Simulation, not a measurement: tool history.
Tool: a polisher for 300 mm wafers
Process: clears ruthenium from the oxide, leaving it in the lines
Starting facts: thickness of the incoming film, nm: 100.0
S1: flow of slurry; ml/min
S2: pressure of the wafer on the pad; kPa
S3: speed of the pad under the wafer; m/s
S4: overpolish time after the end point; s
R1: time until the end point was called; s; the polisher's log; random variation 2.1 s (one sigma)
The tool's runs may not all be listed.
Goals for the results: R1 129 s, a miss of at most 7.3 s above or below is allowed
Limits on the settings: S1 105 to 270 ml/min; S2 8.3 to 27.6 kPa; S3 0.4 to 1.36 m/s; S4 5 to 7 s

run,hour,S1,S2,S3,S4,R1
1,0,175,17.9,0.88,7,90.595
2,8.6,175,17.9,0.88,5,91.26
3,11.4,175,16.5,0.88,5,98.084
4,12.3,175,16.5,0.88,5,97.306
5,15,175,17.9,0.88,5,90.876
6,16.7,175,16.5,0.88,5,95.484
7,18.8,175,15.2,0.86,5,101.51
8,26.9,175,13.8,0.84,5,116.36

4 next moves are on the table. One of them brings every result within its allowed miss. Which?
A,35,185,15.9,0.88,5,?
B,35,170,11.7,0.98,7,?
C,35,210,12.4,0.64,5,?
D,35,170,9.7,0.94,5,?

move,R1
A,98.482
B,110.01
C,155.78
D,129.17
A: lands further from the targets than the last run did
B: lands further from the targets than the last run did
C: moves the result that the last run missed by most past its target, out the other side
D: all results in spec
So the answer is move D, the one that meets all the targets.
